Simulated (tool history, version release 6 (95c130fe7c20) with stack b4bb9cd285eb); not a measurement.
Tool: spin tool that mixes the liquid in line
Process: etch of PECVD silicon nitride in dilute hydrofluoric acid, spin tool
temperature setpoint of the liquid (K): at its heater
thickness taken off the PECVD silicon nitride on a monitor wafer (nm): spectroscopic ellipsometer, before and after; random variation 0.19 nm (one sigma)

run	hour	temperature setpoint of the liquid (K)	parts of water to one part of 49 % hydrofluoric acid (parts by volume)	time under the liquid (s)	thickness taken off the PECVD silicon nitride on a monitor wafer (nm)
1	0	293.15	65	185	9.9273
2	3.3	295.15	60	185	12.29
3	7.6	297.65	60	185	14.45
4	13.2	298.65	55	185	17.121
5	18.5	301.15	55	185	19.982
6	23.2	301.15	35	185	31.303
7	24.7	299.65	35	185	28.626
8	30	298.65	35	185	26.33
9	36.1	298.15	35	185	25.289
10	39	297.65	35	185	24.639

Run 11 comes next. What will it give?
11	40.6	297.15	35	185	?

Run 11 gave thickness taken off the PECVD silicon nitride on a monitor wafer (nm) 23.995.

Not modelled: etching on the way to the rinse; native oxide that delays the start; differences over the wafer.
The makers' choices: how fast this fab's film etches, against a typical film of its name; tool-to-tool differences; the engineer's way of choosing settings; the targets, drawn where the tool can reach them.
